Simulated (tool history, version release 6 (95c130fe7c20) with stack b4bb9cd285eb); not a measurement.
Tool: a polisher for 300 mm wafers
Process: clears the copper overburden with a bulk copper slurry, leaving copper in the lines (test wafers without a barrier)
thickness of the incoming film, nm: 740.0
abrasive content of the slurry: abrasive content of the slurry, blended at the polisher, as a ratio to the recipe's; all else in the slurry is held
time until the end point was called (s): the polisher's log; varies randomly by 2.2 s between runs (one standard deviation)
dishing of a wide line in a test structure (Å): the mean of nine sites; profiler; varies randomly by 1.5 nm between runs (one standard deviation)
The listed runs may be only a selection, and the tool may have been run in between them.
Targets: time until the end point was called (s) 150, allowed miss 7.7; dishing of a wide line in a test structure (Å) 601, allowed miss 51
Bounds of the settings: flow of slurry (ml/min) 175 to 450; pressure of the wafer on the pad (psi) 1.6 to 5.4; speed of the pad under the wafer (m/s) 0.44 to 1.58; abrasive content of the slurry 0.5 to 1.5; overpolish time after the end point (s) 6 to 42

run,hour,flow of slurry (ml/min),pressure of the wafer on the pad (psi),speed of the pad under the wafer (m/s),abrasive content of the slurry,overpolish time after the end point (s),time until the end point was called (s),dishing of a wide line in a test structure (Å)
1,0,290,3.5,1,1,21,75.043,933.74
2,5.7,290,3.5,1.18,1,21,63.794,1053.4
3,11.3,290,3.5,1.18,1,28,62.248,1205.9
4,18.8,290,3.2,1.12,1,27,72.438,1119.2
5,27.4,290,3.2,1.12,1.1,27,72.4,1125.3
6,30.9,290,3.2,1.36,1.1,27,60.622,1174.5
7,33.5,285,3,1.28,1.1,25,67.675,1096.2
8,37.7,285,2.8,1.2,1.1,23,76.633,986.59
9,46.6,285,2.6,1.14,1.1,22,82.674,919.86
10,49.2,270,1.6,0.86,1,18,181.45,455.23
11,57.4,270,1.7,0.86,1,19,169.79,473.1
12,63.7,270,1.7,0.86,1,20,173.83,509.58
13,68.3,270,1.8,0.86,1,20,163.76,505.86
14,71,270,1.8,0.86,1,21,162.41,557.42

4 candidate next runs follow, results not yet known. Just one meets every target within its allowed miss. Identify it.
A,73.7,265,2.2,0.76,1.05,17,?,?
B,73.7,265,1.9,0.88,1.15,22,?,?
C,73.7,325,1.7,1.08,1.15,20,?,?
D,73.7,315,1.6,0.88,1,24,?,?

move,time until the end point was called (s),dishing of a wide line in a test structure (Å)
A,148.29,497.5
B,145.51,597.49
C,130.41,594.62
D,173.15,551.33
A: gets the furthest-off result to its target, but another result is out of tolerance
B: every result within its allowed miss
C: pushes the last run's worst result past its target
D: its largest miss is bigger than the last run's
The move that meets every target is B.
